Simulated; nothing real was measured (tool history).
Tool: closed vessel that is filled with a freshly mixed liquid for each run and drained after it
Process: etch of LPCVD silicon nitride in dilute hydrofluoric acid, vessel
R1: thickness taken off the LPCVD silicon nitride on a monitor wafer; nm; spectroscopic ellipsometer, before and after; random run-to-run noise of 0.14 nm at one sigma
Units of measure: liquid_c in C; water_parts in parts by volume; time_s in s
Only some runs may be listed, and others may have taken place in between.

run 1 hour=0 | liquid_c=24 water_parts=60 time_s=3135 | R1=22.916
run 2 hour=3.8 | liquid_c=24 water_parts=60 time_s=3135 | R1=23.226
run 3 hour=12.6 | liquid_c=23 water_parts=60 time_s=3135 | R1=21.435
run 4 hour=14.9 | liquid_c=22 water_parts=60 time_s=3135 | R1=20.102
run 5 hour=19.1 | liquid_c=22 water_parts=60 time_s=3135 | R1=20.217
run 6 hour=27.3 | liquid_c=22 water_parts=60 time_s=3135 | R1=19.914
run 7 hour=33 | liquid_c=21.5 water_parts=60 time_s=3135 | R1=19.616

What will run 8 give?
run 8 hour=39.8 | liquid_c=21 water_parts=60 time_s=3135 | R1=?

Logged for run 8: R1 18.669 nm.
